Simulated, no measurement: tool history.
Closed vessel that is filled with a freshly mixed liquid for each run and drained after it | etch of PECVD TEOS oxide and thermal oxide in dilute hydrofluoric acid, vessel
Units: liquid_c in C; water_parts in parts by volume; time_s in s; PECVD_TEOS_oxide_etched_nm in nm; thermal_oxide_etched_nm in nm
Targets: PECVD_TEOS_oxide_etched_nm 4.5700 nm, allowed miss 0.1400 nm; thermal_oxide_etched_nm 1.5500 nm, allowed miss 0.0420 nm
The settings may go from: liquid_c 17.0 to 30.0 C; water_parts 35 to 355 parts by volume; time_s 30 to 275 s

run    day  liquid_c  water_parts  time_s  PECVD_TEOS_oxide_etched_nm  thermal_oxide_etched_nm
  1  0.000      22.0          195     140                      8.6065                   2.9635
  2  0.358      20.5          215     140                      7.2339                   2.4870
  3  0.738      19.5          230     140                      6.4772                   2.2034
  4  0.812      21.0          230     140                      6.8415                   2.3201
  5  1.129      20.0          240     140                      6.2580                   2.1416
  6  1.467      17.0          240     140                      5.4795                   1.9226
  7  1.758      17.5          250     140                      5.4024                   1.8433
  8  2.058      17.5          255     140                      5.3033                   1.8000
  9  2.283      17.5          260     140                      5.1524                   1.7466
 10  2.550      17.5          265     140                      5.0306                   1.7141
 11  2.638      17.5          270     140                      4.9411                   1.6380

4 next moves are on the table. One of them brings every result within its allowed miss. Which?
  A  2.725      17.5          295     155                           ?                        ?
  B  2.725      17.0          270     140                           ?                        ?
  C  2.725      17.5          280     135                           ?                        ?
  D  2.725      20.5          315     150                           ?                        ?

move  PECVD_TEOS_oxide_etched_nm  thermal_oxide_etched_nm
   A                      4.8631                   1.6448
   B                      4.8100                   1.6269
   C                      4.5200                   1.5288
   D                      4.8379                   1.6363
A: nearer than the last run, and not there yet
B: nearer than the last run, and not there yet
C: meets every target
D: nearer than the last run, and not there yet
The right move is C.

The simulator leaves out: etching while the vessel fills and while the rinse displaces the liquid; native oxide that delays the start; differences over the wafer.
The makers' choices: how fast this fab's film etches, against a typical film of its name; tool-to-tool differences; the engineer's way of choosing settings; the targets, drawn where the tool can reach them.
